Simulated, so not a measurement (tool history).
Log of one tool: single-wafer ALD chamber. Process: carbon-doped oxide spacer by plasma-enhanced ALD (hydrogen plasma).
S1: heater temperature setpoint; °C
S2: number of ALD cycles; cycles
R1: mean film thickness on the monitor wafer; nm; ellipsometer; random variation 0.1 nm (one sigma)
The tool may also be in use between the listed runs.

Run 1, hour 0.0: S1 390 °C, S2 295 cycles. Result: R1 15.899 nm.
Run 2, hour 1.1: S1 390 °C, S2 311 cycles. Result: R1 16.767 nm.
Run 3, hour 1.9: S1 385 °C, S2 311 cycles. Result: R1 16.795 nm.
Run 4, hour 3.1: S1 385 °C, S2 295 cycles. Result: R1 15.802 nm.
Run 5, hour 6.9: S1 385 °C, S2 311 cycles. Result: R1 16.728 nm.
Run 6, hour 13.1: S1 385 °C, S2 323 cycles. Result: R1 17.307 nm.
Run 7, hour 18.0: S1 385 °C, S2 333 cycles. Result: R1 17.908 nm.

The next listed run, before its measurement:
Run 8, hour 24.8: S1 385 °C, S2 340 cycles. Result: R1 ?.

{"run 8": {"R1": 18.181}}
